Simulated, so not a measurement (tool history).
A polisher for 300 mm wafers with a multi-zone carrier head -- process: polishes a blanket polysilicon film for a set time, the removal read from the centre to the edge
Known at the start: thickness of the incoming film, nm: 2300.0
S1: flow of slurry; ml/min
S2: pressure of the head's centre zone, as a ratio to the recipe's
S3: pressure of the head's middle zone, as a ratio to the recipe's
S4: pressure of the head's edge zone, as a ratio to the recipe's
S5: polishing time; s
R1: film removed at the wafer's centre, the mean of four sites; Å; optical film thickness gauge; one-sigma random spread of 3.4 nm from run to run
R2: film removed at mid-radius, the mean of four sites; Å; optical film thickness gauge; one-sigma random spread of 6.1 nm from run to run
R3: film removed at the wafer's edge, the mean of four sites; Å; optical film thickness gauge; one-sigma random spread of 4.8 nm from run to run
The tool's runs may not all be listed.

Run 1, hour 0.0: S1 260 ml/min, S2 1.00, S3 1.00, S4 1.00, S5 52 s. Result: R1 3935.1 Å, R2 4015.5 Å, R3 3887.2 Å.
Run 2, hour 6.1: S1 260 ml/min, S2 0.92, S3 1.00, S4 1.00, S5 52 s. Result: R1 3624.1 Å, R2 3916.5 Å, R3 3834.7 Å.
Run 3, hour 15.1: S1 260 ml/min, S2 0.90, S3 1.03, S4 1.03, S5 52 s. Result: R1 3518.4 Å, R2 4089.6 Å, R3 3877.2 Å.
Run 4, hour 23.6: S1 260 ml/min, S2 0.85, S3 1.03, S4 1.03, S5 52 s. Result: R1 3289.4 Å, R2 4069.0 Å, R3 3922.8 Å.
Run 5, hour 31.4: S1 220 ml/min, S2 0.85, S3 1.03, S4 1.03, S5 52 s. Result: R1 3218.0 Å, R2 3956.2 Å, R3 3889.6 Å.
Run 6, hour 32.5: S1 220 ml/min, S2 0.81, S3 1.03, S4 1.03, S5 52 s. Result: R1 3061.5 Å, R2 4062.7 Å, R3 3922.5 Å.
Run 7, hour 37.3: S1 230 ml/min, S2 0.82, S3 1.04, S4 1.04, S5 53 s. Result: R1 3212.9 Å, R2 4129.5 Å, R3 4038.0 Å.
Run 8, hour 43.9: S1 240 ml/min, S2 0.83, S3 1.05, S4 1.04, S5 53 s. Result: R1 3283.2 Å, R2 4116.4 Å, R3 4034.3 Å.
Run 9, hour 48.4: S1 245 ml/min, S2 0.83, S3 1.07, S4 1.03, S5 53 s. Result: R1 3301.0 Å, R2 4107.5 Å, R3 4024.3 Å.
At hour 56.3: worn pad replaced by a new one.
Run 10, hour 56.3: S1 260 ml/min, S2 0.82, S3 1.05, S4 1.02, S5 54 s. Result: R1 3670.2 Å, R2 4593.2 Å, R3 4642.5 Å.
Run 11, hour 60.1: S1 250 ml/min, S2 0.83, S3 1.08, S4 1.02, S5 54 s. Result: R1 3658.9 Å, R2 4773.0 Å, R3 4560.4 Å.
Run 12, hour 66.1: S1 240 ml/min, S2 0.84, S3 1.08, S4 1.02, S5 54 s. Result: R1 3738.1 Å, R2 4810.6 Å, R3 4537.6 Å.

Run 13 comes next. What will it give?
Run 13, hour 74.3: S1 225 ml/min, S2 0.84, S3 1.07, S4 1.02, S5 54 s. Result: R1 ?, R2 ?, R3 ?.

R1: 3663.5 Å
R2: 4705.9 Å
R3: 4484.6 Å
